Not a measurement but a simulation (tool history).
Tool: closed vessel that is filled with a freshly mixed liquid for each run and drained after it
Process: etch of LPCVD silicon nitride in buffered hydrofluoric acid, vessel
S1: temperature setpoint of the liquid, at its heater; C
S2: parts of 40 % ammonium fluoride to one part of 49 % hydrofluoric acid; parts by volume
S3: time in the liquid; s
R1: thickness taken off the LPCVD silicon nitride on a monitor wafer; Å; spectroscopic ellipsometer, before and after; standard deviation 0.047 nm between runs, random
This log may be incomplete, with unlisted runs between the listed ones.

run  hour    S1    S2   S3      R1
  1     0    25    16  355  34.582
  2   4.4    27  14.5  355  43.002
  3   6.3    27  14.5  280  33.399
  4  10.9    28    12  285  43.888
  5  19.2  25.5    12  285  37.248
  6  22.7  25.5    12  280  37.082
  7  28.5    27    11  280  44.037
  8  32.6  28.5  10.5  280  50.028

Run 9 has not been measured yet. What should we expect?
  9  41.8  29.5  10  280   ?

Run 9 yielded R1 55.775 Å.
